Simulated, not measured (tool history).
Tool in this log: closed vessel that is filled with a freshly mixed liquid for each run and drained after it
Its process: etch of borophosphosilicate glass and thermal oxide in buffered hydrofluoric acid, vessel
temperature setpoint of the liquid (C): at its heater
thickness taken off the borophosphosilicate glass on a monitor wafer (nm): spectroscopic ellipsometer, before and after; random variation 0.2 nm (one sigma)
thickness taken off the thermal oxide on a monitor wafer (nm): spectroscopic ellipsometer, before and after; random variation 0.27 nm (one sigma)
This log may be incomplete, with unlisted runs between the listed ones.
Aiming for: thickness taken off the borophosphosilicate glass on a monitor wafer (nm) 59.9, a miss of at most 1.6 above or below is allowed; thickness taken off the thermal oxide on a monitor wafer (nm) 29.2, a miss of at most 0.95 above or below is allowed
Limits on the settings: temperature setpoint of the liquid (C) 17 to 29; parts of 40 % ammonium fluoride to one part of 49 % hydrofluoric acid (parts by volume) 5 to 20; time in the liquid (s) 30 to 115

run	day	temperature setpoint of the liquid (C)	parts of 40 % ammonium fluoride to one part of 49 % hydrofluoric acid (parts by volume)	time in the liquid (s)	thickness taken off the borophosphosilicate glass on a monitor wafer (nm)	thickness taken off the thermal oxide on a monitor wafer (nm)
1	0	21	12	60	101.96	50.354
2	0.238	21	14	60	87.769	43.091
3	0.562	20	14.5	60	80.092	38.962
4	0.858	19	15	60	73.324	35.836
5	0.946	19	15	80	97.805	47.4
6	1.125	19	15	70	85.213	42.023
7	1.304	18.5	16	70	77.469	37.685
8	1.642	18	16.5	70	73.716	36.118
9	1.7	17.5	17	70	69.606	33.443

4 candidate next runs follow, results not yet known. Just one meets every target within its allowed miss. Identify it.
A	1.758	20	18	55	?	?
B	1.758	19.5	15.5	70	?	?
C	1.758	17.5	20	75	?	?
D	1.758	17.5	14.5	55	?	?

move	thickness taken off the borophosphosilicate glass on a monitor wafer (nm)	thickness taken off the thermal oxide on a monitor wafer (nm)
A	59.359	29.162
B	85.205	41.819
C	63.395	31.106
D	63.943	31.33
A: every result lands within tolerance
B: the biggest miss grows against the last run
C: gains on the last run, yet a result remains outside its allowed miss
D: gains on the last run, yet a result remains outside its allowed miss
Answer: A
